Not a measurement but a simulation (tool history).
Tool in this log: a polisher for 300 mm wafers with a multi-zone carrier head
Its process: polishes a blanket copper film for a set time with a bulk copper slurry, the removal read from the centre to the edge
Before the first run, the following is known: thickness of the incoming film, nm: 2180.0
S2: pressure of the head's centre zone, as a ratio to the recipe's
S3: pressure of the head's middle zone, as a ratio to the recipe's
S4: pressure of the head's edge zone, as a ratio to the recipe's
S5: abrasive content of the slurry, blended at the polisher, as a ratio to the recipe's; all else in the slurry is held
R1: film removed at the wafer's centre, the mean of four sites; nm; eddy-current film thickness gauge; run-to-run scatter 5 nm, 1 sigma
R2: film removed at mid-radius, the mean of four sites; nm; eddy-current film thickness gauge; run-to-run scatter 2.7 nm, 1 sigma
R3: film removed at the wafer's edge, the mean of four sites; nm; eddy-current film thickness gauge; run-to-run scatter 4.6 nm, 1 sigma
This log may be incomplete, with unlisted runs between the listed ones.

{"run": 1, "hour": 0.0, "flow of slurry (ml/min)": 255, "S2": 1.0, "S3": 1.0, "S4": 1.0, "S5": 1.0, "polishing time (s)": 50, "R1": 656.52, "R2": 661.58, "R3": 671.29}
{"run": 2, "hour": 7.4, "flow of slurry (ml/min)": 255, "S2": 1.0, "S3": 1.0, "S4": 1.0, "S5": 1.0, "polishing time (s)": 44, "R1": 579.72, "R2": 584.53, "R3": 575.51}
{"run": 3, "hour": 15.9, "flow of slurry (ml/min)": 230, "S2": 1.0, "S3": 1.0, "S4": 1.0, "S5": 1.0, "polishing time (s)": 44, "R1": 583.26, "R2": 573.96, "R3": 565.46}
{"run": 4, "hour": 20.6, "flow of slurry (ml/min)": 230, "S2": 1.0, "S3": 1.0, "S4": 1.0, "S5": 1.0, "polishing time (s)": 53, "R1": 688.0, "R2": 701.01, "R3": 708.08}
{"run": 5, "hour": 28.7, "flow of slurry (ml/min)": 230, "S2": 1.0, "S3": 1.03, "S4": 1.0, "S5": 1.0, "polishing time (s)": 53, "R1": 690.02, "R2": 703.64, "R3": 695.88}
{"run": 6, "hour": 36.8, "flow of slurry (ml/min)": 220, "S2": 0.99, "S3": 1.01, "S4": 0.99, "S5": 0.9, "polishing time (s)": 47, "R1": 598.43, "R2": 604.87, "R3": 586.66}
{"run": 7, "hour": 39.3, "flow of slurry (ml/min)": 210, "S2": 0.97, "S3": 0.98, "S4": 0.98, "S5": 0.8, "polishing time (s)": 43, "R1": 517.14, "R2": 523.54, "R3": 521.24}
{"run": 8, "hour": 45.9, "flow of slurry (ml/min)": 205, "S2": 0.97, "S3": 0.96, "S4": 0.96, "S5": 0.75, "polishing time (s)": 40, "R1": 473.36, "R2": 462.94, "R3": 473.84}
{"run": 9, "hour": 47.3, "flow of slurry (ml/min)": 245, "S2": 0.96, "S3": 0.98, "S4": 0.86, "S5": 0.5, "polishing time (s)": 30, "R1": 319.85, "R2": 327.41, "R3": 302.18}
{"run": 10, "hour": 53.3, "flow of slurry (ml/min)": 245, "S2": 0.98, "S3": 0.98, "S4": 0.89, "S5": 0.5, "polishing time (s)": 30, "R1": 319.47, "R2": 329.36, "R3": 313.1}
{"run": 11, "hour": 61.3, "flow of slurry (ml/min)": 245, "S2": 1.01, "S3": 0.98, "S4": 0.9, "S5": 0.55, "polishing time (s)": 30, "R1": 341.88, "R2": 334.26, "R3": 318.91}
{"run": 12, "hour": 65.6, "flow of slurry (ml/min)": 245, "S2": 1.02, "S3": 0.99, "S4": 0.92, "S5": 0.55, "polishing time (s)": 30, "R1": 341.96, "R2": 338.02, "R3": 324.63}
{"run": 13, "hour": 72.5, "flow of slurry (ml/min)": 245, "S2": 1.03, "S3": 0.99, "S4": 0.93, "S5": 0.55, "polishing time (s)": 30, "R1": 344.92, "R2": 334.37, "R3": 320.06}
{"run": 14, "hour": 75.2, "flow of slurry (ml/min)": 245, "S2": 1.03, "S3": 0.99, "S4": 0.94, "S5": 0.55, "polishing time (s)": 30, "R1": 349.94, "R2": 329.81, "R3": 324.03}
{"run": 15, "hour": 80.1, "flow of slurry (ml/min)": 245, "S2": 1.03, "S3": 1.0, "S4": 0.95, "S5": 0.55, "polishing time (s)": 30, "R1": 347.13, "R2": 336.44, "R3": 333.95}
{"run": 16, "hour": 82.7, "flow of slurry (ml/min)": 245, "S2": 1.04, "S3": 1.01, "S4": 0.95, "S5": 0.55, "polishing time (s)": 30, "R1": 345.64, "R2": 339.74, "R3": 327.13}

For run 17, what comes out?
{"run": 17, "hour": 88.4, "flow of slurry (ml/min)": 245, "S2": 1.05, "S3": 1.01, "S4": 0.96, "S5": 0.55, "polishing time (s)": 30, "R1": "?", "R2": "?", "R3": "?"}

R1: 363.88 nm
R2: 336.77 nm
R3: 330.58 nm

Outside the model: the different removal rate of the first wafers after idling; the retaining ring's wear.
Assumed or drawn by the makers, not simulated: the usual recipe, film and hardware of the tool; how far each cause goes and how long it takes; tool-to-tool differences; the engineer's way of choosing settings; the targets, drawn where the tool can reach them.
